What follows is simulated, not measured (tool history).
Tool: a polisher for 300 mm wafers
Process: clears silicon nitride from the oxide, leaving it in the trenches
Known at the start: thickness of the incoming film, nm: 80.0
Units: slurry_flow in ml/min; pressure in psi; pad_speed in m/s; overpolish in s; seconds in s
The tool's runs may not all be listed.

| run | hour | slurry_flow | pressure | pad_speed | overpolish | seconds |
|---|---|---|---|---|---|---|
| 1 | 0.0 | 125 | 1.6 | 0.96 | 22 | 131.25 |
| 2 | 5.4 | 125 | 1.6 | 1.06 | 22 | 118.68 |
| 3 | 10.8 | 125 | 1.6 | 1.06 | 22 | 119.10 |
| 4 | 17.7 | 125 | 1.6 | 1.06 | 22 | 121.61 |
| 5 | 20.2 | 125 | 1.6 | 1.06 | 24 | 116.48 |
| 6 | 25.8 | 125 | 1.6 | 0.92 | 24 | 133.95 |
| 7 | 30.8 | 120 | 1.4 | 0.84 | 24 | 171.48 |
| 8 | 38.1 | 115 | 1.2 | 0.80 | 24 | 207.80 |

Forecast run 9:
| 9 | 41.3 | 110 | 1.1 | 0.76 | 24 | ? |

{"run 9": {"seconds": 240.94}}
